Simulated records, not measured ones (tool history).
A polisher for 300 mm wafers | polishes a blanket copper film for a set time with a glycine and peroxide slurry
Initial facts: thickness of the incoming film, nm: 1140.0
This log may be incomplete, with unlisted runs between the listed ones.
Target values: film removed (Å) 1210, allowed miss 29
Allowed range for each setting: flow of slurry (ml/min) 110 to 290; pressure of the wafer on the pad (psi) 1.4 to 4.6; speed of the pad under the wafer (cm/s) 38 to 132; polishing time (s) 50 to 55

| run | hour | flow of slurry (ml/min) | pressure of the wafer on the pad (psi) | speed of the pad under the wafer (cm/s) | polishing time (s) | film removed (Å) |
|---|---|---|---|---|---|---|
| 1 | 0 | 185 | 3 | 84 | 55 | 2212.5 |
| 2 | 1.1 | 180 | 2.6 | 80 | 55 | 1897.2 |
| 3 | 6.7 | 180 | 3.3 | 80 | 55 | 2254.2 |
| 4 | 12.5 | 170 | 2.9 | 78 | 55 | 2009.1 |
| 5 | 13.3 | 155 | 2.9 | 78 | 55 | 1976 |
| 6 | 14.8 | 155 | 2.9 | 88 | 55 | 2167.3 |
| 7 | 18.4 | 150 | 2.5 | 84 | 55 | 1835 |
| 8 | 20.2 | 145 | 2.2 | 82 | 55 | 1619.9 |

5 candidate next runs follow, results not yet known. Just one meets every target within its allowed miss. Identify it.
| A | 22 | 130 | 1.6 | 96 | 50 | ? |
| B | 22 | 110 | 2.4 | 84 | 50 | ? |
| C | 22 | 140 | 1.8 | 76 | 50 | ? |
| D | 22 | 120 | 2.3 | 56 | 50 | ? |
| E | 22 | 110 | 1.9 | 86 | 50 | ? |

| move | film removed (Å) |
|---|---|
| A | 1282.6 |
| B | 1512.9 |
| C | 1212.7 |
| D | 1139.1 |
| E | 1290.1 |
A: better than the last run, though not everything is in spec
B: better than the last run, though not everything is in spec
C: every result within its allowed miss
D: moves the result that the last run missed by most past its target, out the other side
E: better than the last run, though not everything is in spec
C meets every target.

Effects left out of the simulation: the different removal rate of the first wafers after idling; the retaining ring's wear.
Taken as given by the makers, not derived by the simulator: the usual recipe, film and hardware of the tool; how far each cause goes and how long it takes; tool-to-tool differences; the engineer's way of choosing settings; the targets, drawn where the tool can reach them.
